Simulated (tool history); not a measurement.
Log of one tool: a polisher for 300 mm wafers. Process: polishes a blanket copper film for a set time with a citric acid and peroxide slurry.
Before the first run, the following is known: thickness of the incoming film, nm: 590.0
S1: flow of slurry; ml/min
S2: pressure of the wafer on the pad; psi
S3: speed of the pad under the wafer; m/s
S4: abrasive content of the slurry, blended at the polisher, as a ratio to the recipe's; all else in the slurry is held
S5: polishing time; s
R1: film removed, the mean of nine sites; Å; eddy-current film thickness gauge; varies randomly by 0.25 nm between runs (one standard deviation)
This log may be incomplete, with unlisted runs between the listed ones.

{"run": 1, "hour": 0.0, "S1": 235, "S2": 2.8, "S3": 0.9, "S4": 1, "S5": 23, "R1": 435.87}
{"run": 2, "hour": 7.7, "S1": 235, "S2": 2.5, "S3": 0.9, "S4": 1, "S5": 23, "R1": 400.38}
{"run": 3, "hour": 9.6, "S1": 180, "S2": 2.5, "S3": 0.9, "S4": 1, "S5": 23, "R1": 395.79}
{"run": 4, "hour": 12.7, "S1": 215, "S2": 2.5, "S3": 0.9, "S4": 1, "S5": 23, "R1": 387.8}
{"run": 5, "hour": 19.5, "S1": 215, "S2": 3.1, "S3": 0.9, "S4": 1, "S5": 23, "R1": 477.55}
{"run": 6, "hour": 20.4, "S1": 215, "S2": 2.8, "S3": 0.9, "S4": 1, "S5": 23, "R1": 438.41}
{"run": 7, "hour": 23.1, "S1": 215, "S2": 2.5, "S3": 0.9, "S4": 1, "S5": 23, "R1": 399.81}
{"run": 8, "hour": 26.4, "S1": 215, "S2": 2.3, "S3": 0.9, "S4": 1, "S5": 23, "R1": 366.07}
{"run": 9, "hour": 28.5, "S1": 215, "S2": 2.1, "S3": 0.9, "S4": 1, "S5": 23, "R1": 333.25}
{"run": 10, "hour": 33.8, "S1": 215, "S2": 2, "S3": 0.9, "S4": 1, "S5": 23, "R1": 319.28}

What does the tool deliver on the next run?
{"run": 11, "hour": 35.7, "S1": 215, "S2": 1.9, "S3": 0.9, "S4": 1, "S5": 23, "R1": "?"}

R1: 304.18 Å
